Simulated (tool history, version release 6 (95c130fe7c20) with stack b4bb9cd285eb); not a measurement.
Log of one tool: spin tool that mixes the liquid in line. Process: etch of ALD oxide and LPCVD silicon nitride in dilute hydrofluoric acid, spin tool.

| run | hour | temperature setpoint of the liquid (°C) | parts of water to one part of 49 % hydrofluoric acid (parts by volume) | time under the liquid (s) | thickness taken off the ALD oxide on a monitor wafer (Å) | thickness taken off the LPCVD silicon nitride on a monitor wafer (Å) |
|---|---|---|---|---|---|---|
| 1 | 0 | 24 | 115 | 155 | 270.09 | 6.3266 |
| 2 | 5.3 | 24 | 140 | 155 | 216.72 | 5.1988 |
| 3 | 9 | 23.5 | 140 | 155 | 208.98 | 5.3388 |
| 4 | 14.1 | 23.5 | 105 | 155 | 294.21 | 6.8182 |
| 5 | 16.9 | 22.5 | 110 | 155 | 271.39 | 6.1033 |
| 6 | 17.8 | 22 | 115 | 155 | 247.28 | 5.7739 |
| 7 | 18.6 | 21 | 115 | 155 | 240.17 | 5.3453 |
| 8 | 27.3 | 20.5 | 115 | 155 | 236.11 | 4.7404 |

What does the tool deliver on the next run?
| 9 | 33.9 | 20.5 | 120 | 155 | ? | ? |

Run 9 measured thickness taken off the ALD oxide on a monitor wafer (Å) 222.85, thickness taken off the LPCVD silicon nitride on a monitor wafer (Å) 4.6974.

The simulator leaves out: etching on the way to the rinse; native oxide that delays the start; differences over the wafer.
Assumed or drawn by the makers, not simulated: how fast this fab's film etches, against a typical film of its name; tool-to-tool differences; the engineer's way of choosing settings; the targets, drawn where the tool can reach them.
